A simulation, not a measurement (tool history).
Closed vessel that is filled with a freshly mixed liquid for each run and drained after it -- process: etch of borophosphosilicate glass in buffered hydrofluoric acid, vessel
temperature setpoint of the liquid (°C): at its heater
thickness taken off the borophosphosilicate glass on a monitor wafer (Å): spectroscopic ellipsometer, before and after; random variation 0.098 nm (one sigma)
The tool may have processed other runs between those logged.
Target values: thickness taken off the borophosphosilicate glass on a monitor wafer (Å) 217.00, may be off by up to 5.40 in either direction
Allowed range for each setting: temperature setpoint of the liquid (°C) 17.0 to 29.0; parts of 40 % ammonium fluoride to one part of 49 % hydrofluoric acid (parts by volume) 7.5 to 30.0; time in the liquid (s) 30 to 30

run,hour,temperature setpoint of the liquid (°C),parts of 40 % ammonium fluoride to one part of 49 % hydrofluoric acid (parts by volume),time in the liquid (s),thickness taken off the borophosphosilicate glass on a monitor wafer (Å)
1,0.0,21.0,21.0,30,168.81
2,7.9,21.0,17.5,30,201.67
3,12.9,21.0,12.0,30,289.59
4,14.2,21.0,12.0,30,289.26
5,20.7,20.0,12.5,30,267.09
6,27.6,19.0,13.0,30,240.14
7,31.2,18.5,13.0,30,234.12
8,36.3,18.0,13.0,30,228.59

Below are 4 possible settings for the next run. Only one of them brings all results inside the allowed miss of their targets. Which is it?
A,41.4,18.0,14.5,30,?
B,41.4,19.0,15.0,30,?
C,41.4,17.0,14.0,30,?
D,41.4,21.5,16.5,30,?

move,thickness taken off the borophosphosilicate glass on a monitor wafer (Å)
A,204.18
B,208.80
C,199.82
D,218.22
A: pushes the last run's worst result past its target
B: pushes the last run's worst result past its target
C: pushes the last run's worst result past its target
D: every result lands within tolerance
Move D is the one to make.

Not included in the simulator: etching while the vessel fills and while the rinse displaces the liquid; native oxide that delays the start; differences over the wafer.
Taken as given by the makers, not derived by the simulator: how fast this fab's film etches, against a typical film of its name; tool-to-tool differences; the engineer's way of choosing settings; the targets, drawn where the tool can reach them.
